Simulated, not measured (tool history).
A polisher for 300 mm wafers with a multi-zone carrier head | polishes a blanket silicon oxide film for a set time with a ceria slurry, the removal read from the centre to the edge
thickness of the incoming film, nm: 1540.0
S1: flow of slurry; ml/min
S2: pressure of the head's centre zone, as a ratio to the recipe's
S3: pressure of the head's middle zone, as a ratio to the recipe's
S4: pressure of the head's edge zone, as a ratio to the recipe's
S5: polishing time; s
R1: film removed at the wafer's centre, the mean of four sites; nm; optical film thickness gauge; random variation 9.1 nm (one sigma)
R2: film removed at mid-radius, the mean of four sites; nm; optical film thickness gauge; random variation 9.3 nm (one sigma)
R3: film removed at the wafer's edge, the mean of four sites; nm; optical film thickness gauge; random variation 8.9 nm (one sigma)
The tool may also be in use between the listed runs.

{"run": 1, "hour": 0.0, "S1": 310, "S2": 1.0, "S3": 1.0, "S4": 1.0, "S5": 78, "R1": 438.29, "R2": 459.19, "R3": 454.66}
{"run": 2, "hour": 5.5, "S1": 310, "S2": 1.0, "S3": 1.0, "S4": 1.06, "S5": 78, "R1": 447.84, "R2": 464.6, "R3": 469.79}
{"run": 3, "hour": 9.9, "S1": 310, "S2": 0.94, "S3": 1.0, "S4": 1.06, "S5": 78, "R1": 418.68, "R2": 460.59, "R3": 472.77}
{"run": 4, "hour": 16.8, "S1": 265, "S2": 0.94, "S3": 1.0, "S4": 1.06, "S5": 78, "R1": 404.43, "R2": 449.63, "R3": 465.6}
{"run": 5, "hour": 18.9, "S1": 275, "S2": 0.97, "S3": 1.0, "S4": 1.08, "S5": 86, "R1": 459.12, "R2": 485.55, "R3": 525.48}
{"run": 6, "hour": 25.3, "S1": 225, "S2": 0.97, "S3": 1.0, "S4": 1.08, "S5": 86, "R1": 441.57, "R2": 477.74, "R3": 516.05}
{"run": 7, "hour": 29.1, "S1": 255, "S2": 1.0, "S3": 1.03, "S4": 1.09, "S5": 91, "R1": 496.33, "R2": 537.01, "R3": 538.41}
{"run": 8, "hour": 32.4, "S1": 280, "S2": 1.01, "S3": 1.02, "S4": 1.11, "S5": 95, "R1": 526.12, "R2": 560.52, "R3": 574.0}
{"run": 9, "hour": 40.2, "S1": 295, "S2": 1.03, "S3": 1.02, "S4": 1.12, "S5": 99, "R1": 575.58, "R2": 593.46, "R3": 601.25}
{"run": 10, "hour": 45.5, "S1": 305, "S2": 1.03, "S3": 1.02, "S4": 1.13, "S5": 101, "R1": 600.42, "R2": 599.22, "R3": 616.18}

The next listed run, before its measurement:
{"run": 11, "hour": 54.4, "S1": 310, "S2": 1.03, "S3": 1.02, "S4": 1.14, "S5": 103, "R1": "?", "R2": "?", "R3": "?"}

Run 11 gave R1 595.18 nm, R2 618.62 nm, R3 639.50 nm.
